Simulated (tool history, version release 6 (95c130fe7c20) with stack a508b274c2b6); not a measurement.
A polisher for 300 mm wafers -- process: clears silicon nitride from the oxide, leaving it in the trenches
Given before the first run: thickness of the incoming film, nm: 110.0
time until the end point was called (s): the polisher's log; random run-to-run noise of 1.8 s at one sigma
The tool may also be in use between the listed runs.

run,hour,flow of slurry (ml/min),pressure of the wafer on the pad (psi),speed of the pad under the wafer (cm/s),overpolish time after the end point (s),time until the end point was called (s)
1,0.0,185,3.1,84,11,134.03
2,3.2,180,2.8,84,11,148.86
3,4.0,175,2.6,84,11,157.84
4,5.6,175,2.6,84,9,157.61
5,9.0,150,2.6,84,9,162.02
6,15.9,180,2.6,84,9,156.76
7,17.9,175,2.4,84,9,167.60
8,25.7,170,2.3,84,9,175.00
9,31.5,165,2.2,84,9,180.91
10,39.0,160,2.1,84,9,191.30

Run 11, settings as shown, results not yet in. Your forecast:
11,45.4,155,2.1,84,9,?

{"run 11": {"time until the end point was called (s)": 190.51}}
